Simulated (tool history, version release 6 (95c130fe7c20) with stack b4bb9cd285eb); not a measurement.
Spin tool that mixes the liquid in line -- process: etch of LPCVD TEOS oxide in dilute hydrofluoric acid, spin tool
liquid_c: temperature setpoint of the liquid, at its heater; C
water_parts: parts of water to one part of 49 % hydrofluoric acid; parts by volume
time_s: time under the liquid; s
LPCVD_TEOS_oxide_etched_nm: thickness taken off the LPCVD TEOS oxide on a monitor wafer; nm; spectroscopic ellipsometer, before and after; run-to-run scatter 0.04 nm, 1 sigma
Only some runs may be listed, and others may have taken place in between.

{"run": 1, "hour": 0.0, "liquid_c": 22.0, "water_parts": 165, "time_s": 45, "LPCVD_TEOS_oxide_etched_nm": 9.0666}
{"run": 2, "hour": 0.7, "liquid_c": 21.5, "water_parts": 165, "time_s": 45, "LPCVD_TEOS_oxide_etched_nm": 8.9018}
{"run": 3, "hour": 5.3, "liquid_c": 24.5, "water_parts": 165, "time_s": 45, "LPCVD_TEOS_oxide_etched_nm": 9.8875}
{"run": 4, "hour": 6.4, "liquid_c": 24.5, "water_parts": 165, "time_s": 45, "LPCVD_TEOS_oxide_etched_nm": 10.062}
{"hour": 14.2, "done": "hydrofluoric acid flow meter replaced"}
{"run": 5, "hour": 14.2, "liquid_c": 23.5, "water_parts": 165, "time_s": 45, "LPCVD_TEOS_oxide_etched_nm": 8.6193}
{"run": 6, "hour": 17.3, "liquid_c": 23.5, "water_parts": 165, "time_s": 50, "LPCVD_TEOS_oxide_etched_nm": 9.5161}

Run 7 is up next; what results do you expect?
{"run": 7, "hour": 23.1, "liquid_c": 23.0, "water_parts": 165, "time_s": 50, "LPCVD_TEOS_oxide_etched_nm": "?"}

LPCVD_TEOS_oxide_etched_nm: 9.4599 nm
